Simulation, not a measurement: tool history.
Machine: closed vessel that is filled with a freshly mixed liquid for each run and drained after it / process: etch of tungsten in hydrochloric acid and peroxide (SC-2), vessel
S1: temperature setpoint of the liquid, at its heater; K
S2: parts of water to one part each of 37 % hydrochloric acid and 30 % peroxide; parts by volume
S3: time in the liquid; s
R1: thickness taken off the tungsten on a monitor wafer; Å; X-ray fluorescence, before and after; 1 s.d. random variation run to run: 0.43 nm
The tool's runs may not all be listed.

run  hour      S1  S2   S3      R1
  1     0  335.15   8  105  470.05
  2   1.4  336.15   8  105     503
  3   4.4  336.15   8  110  515.84
  4   9.1  332.15   8  110     407
  5  10.6  333.65   8  110     450
  6  15.5  333.65  10  110  375.33

What will run 7 give?
  7  21.3  335.65  10  110   ?

Logged for run 7: R1 420.88 Å.
